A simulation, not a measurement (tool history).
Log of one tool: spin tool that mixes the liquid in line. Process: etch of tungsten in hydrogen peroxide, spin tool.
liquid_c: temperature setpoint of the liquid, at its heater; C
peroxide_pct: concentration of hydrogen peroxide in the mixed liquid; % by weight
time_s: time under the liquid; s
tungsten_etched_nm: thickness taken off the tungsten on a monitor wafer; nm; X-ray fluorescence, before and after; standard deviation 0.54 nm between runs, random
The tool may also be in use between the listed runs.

run	hour	liquid_c	peroxide_pct	time_s	tungsten_etched_nm
1	0.0	52.0	22	55	103.200
2	1.2	52.0	18	55	93.865
3	10.2	46.0	18	55	64.423
4	17.8	52.5	18	55	94.626
5	24.5	51.5	18	55	91.615
6	32.6	50.5	18	55	84.157
7	33.2	50.0	18	55	83.318
8	38.0	49.5	18	55	80.424
9	39.9	49.0	18	55	78.159
10	46.8	48.5	18	55	75.598
11	51.1	48.5	18	55	76.019
12	51.7	48.0	18	55	73.603

For run 13, what comes out?
13	54.6	47.5	18	55	?

tungsten_etched_nm: 70.986 nm

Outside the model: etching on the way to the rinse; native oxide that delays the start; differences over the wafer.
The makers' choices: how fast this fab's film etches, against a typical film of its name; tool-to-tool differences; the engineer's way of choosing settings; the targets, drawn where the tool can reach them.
